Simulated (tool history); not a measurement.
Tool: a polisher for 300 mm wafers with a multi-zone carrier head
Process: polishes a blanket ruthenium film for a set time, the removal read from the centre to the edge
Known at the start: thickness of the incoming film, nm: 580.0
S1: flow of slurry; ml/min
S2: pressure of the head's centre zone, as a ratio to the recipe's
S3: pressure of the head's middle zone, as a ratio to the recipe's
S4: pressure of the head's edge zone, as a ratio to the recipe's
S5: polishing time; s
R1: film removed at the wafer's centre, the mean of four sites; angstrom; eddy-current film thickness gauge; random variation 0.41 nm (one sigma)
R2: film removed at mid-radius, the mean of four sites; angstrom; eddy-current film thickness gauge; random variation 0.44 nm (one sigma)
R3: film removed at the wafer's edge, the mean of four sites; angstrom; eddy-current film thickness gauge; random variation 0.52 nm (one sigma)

{"run": 1, "hour": 0.0, "S1": 120, "S2": 1, "S3": 1, "S4": 1, "S5": 69, "R1": 776.31, "R2": 789.1, "R3": 815.68}
{"run": 2, "hour": 4.3, "S1": 100, "S2": 1, "S3": 1, "S4": 1, "S5": 69, "R1": 752.74, "R2": 762.67, "R3": 787.01}
{"run": 3, "hour": 11.3, "S1": 120, "S2": 1, "S3": 1, "S4": 1, "S5": 69, "R1": 790.74, "R2": 783.73, "R3": 800.72}
{"run": 4, "hour": 19.8, "S1": 110, "S2": 0.95, "S3": 0.99, "S4": 0.97, "S5": 62, "R1": 649.76, "R2": 687.25, "R3": 691.13}
{"run": 5, "hour": 21.2, "S1": 110, "S2": 0.95, "S3": 0.99, "S4": 0.97, "S5": 51, "R1": 548.69, "R2": 567.83, "R3": 576.27}
{"run": 6, "hour": 22.6, "S1": 95, "S2": 0.95, "S3": 0.99, "S4": 0.97, "S5": 51, "R1": 507.86, "R2": 540.77, "R3": 563.24}
{"run": 7, "hour": 28.0, "S1": 90, "S2": 0.92, "S3": 0.98, "S4": 0.95, "S5": 50, "R1": 479.48, "R2": 529.82, "R3": 539.76}
{"run": 8, "hour": 29.1, "S1": 85, "S2": 0.9, "S3": 0.97, "S4": 0.94, "S5": 50, "R1": 458.47, "R2": 494.78, "R3": 534.06}
{"run": 9, "hour": 36.9, "S1": 75, "S2": 0.84, "S3": 1.06, "S4": 0.86, "S5": 47, "R1": 381.66, "R2": 484.61, "R3": 460.07}

Forecast run 10:
{"run": 10, "hour": 42.1, "S1": 80, "S2": 0.84, "S3": 1.05, "S4": 0.87, "S5": 47, "R1": "?", "R2": "?", "R3": "?"}

Run 10 gave R1 380.34 angstrom, R2 496.71 angstrom, R3 477.77 angstrom.

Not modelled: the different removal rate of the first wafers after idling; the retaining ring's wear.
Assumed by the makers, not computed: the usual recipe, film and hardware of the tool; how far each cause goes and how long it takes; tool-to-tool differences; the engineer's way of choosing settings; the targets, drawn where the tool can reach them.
